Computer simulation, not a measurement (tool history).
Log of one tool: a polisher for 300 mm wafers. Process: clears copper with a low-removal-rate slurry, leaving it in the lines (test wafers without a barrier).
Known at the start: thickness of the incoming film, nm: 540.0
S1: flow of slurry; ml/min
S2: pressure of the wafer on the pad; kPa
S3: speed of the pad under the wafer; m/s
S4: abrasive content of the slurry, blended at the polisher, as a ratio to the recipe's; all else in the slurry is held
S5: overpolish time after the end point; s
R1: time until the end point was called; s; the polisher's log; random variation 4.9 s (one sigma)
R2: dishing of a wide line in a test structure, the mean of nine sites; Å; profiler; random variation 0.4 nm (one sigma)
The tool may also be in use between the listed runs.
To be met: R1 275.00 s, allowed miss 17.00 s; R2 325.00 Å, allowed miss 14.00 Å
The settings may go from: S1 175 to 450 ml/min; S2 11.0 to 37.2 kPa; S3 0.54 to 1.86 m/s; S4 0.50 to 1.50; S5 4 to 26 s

run    day   S1    S2    S3    S4  S5      R1      R2
  1  0.000  290  24.1  1.18  1.00  13  142.02  425.22
  2  0.304  290  22.1  1.16  1.00  14  151.05  416.38
  3  0.571  250  22.1  1.16  1.00  14  156.51  406.45
  4  0.679  245  20.7  1.14  1.00  15  166.39  405.10
  5  0.908  200  20.7  1.14  1.00  15  172.73  406.37
  6  1.225  200  19.3  1.12  1.00  15  187.67  383.93
  7  1.358  200  17.9  1.12  1.00  15  194.38  357.07
  8  1.438  200  17.2  1.10  1.00  16  204.21  356.84
  9  1.475  200  16.5  1.10  1.00  17  210.97  364.77
 10  1.600  200  11.0  1.06  1.00  19  322.09  280.51
 11  1.800  200  12.4  1.06  1.00  19  294.65  305.66

5 next moves are on the table. One of them brings every result within its allowed miss. Which?
  A  2.000  205  13.1  1.06  1.00  19   ?   ?
  B  2.000  220  13.1  1.32  1.00  19   ?   ?
  C  2.000  175  11.7  1.00  0.90  20   ?   ?
  D  2.000  175  11.0  1.14  1.15  25   ?   ?
  E  2.000  180  11.7  1.18  1.15  17   ?   ?

move      R1      R2
   A  273.24  328.99
   B  235.12  372.84
   C  324.79  295.11
   D  301.91  376.39
   E  278.24  293.14
A: meets every target
B: takes the result that was furthest off past its target
C: further off than the last run
D: takes the result that was furthest off past its target
E: further off than the last run
The right move is A.

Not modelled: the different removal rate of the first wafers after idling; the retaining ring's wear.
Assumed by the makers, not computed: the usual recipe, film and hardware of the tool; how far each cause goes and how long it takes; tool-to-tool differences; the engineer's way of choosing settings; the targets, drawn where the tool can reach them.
